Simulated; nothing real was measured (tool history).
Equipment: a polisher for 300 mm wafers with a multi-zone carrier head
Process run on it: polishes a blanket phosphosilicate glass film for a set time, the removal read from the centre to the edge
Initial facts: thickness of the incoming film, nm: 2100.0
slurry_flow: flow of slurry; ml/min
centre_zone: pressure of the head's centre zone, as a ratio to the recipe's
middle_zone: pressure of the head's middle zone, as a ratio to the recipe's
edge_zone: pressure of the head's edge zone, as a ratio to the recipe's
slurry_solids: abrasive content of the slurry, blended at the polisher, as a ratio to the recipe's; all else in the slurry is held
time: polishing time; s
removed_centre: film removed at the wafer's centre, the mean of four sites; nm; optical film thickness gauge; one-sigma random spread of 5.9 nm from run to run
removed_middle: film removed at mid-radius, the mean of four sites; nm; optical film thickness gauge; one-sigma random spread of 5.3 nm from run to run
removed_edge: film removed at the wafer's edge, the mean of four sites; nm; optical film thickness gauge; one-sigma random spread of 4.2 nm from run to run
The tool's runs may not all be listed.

run	hour	slurry_flow	centre_zone	middle_zone	edge_zone	slurry_solids	time	removed_centre	removed_middle	removed_edge
1	0.0	170	1.00	1.00	1.00	1.00	62	691.50	705.93	720.87
2	3.6	160	1.00	0.96	0.97	0.95	62	676.35	657.13	697.56
3	9.1	160	1.00	1.04	0.97	0.95	62	655.12	705.33	686.19
4	11.5	160	1.00	1.04	0.97	1.05	62	687.00	721.80	719.28
5	13.5	150	1.00	0.99	0.95	0.95	62	657.48	655.10	683.64
6	15.7	145	1.01	0.97	0.93	0.90	62	643.26	639.69	651.47
7	19.3	135	1.01	0.94	0.92	0.85	62	601.68	598.93	635.45
8	26.8	130	1.03	0.91	0.90	0.85	62	620.40	579.92	626.50
9	33.0	110	1.02	0.81	0.84	0.75	62	558.38	499.36	557.82
10	34.3	115	1.03	0.81	0.85	0.75	62	583.87	494.34	556.59

Run 11, settings as shown, results not yet in. Your forecast:
11	42.5	115	1.03	0.81	0.86	0.75	62	?	?	?

removed_centre: 569.08 nm
removed_middle: 503.45 nm
removed_edge: 563.91 nm

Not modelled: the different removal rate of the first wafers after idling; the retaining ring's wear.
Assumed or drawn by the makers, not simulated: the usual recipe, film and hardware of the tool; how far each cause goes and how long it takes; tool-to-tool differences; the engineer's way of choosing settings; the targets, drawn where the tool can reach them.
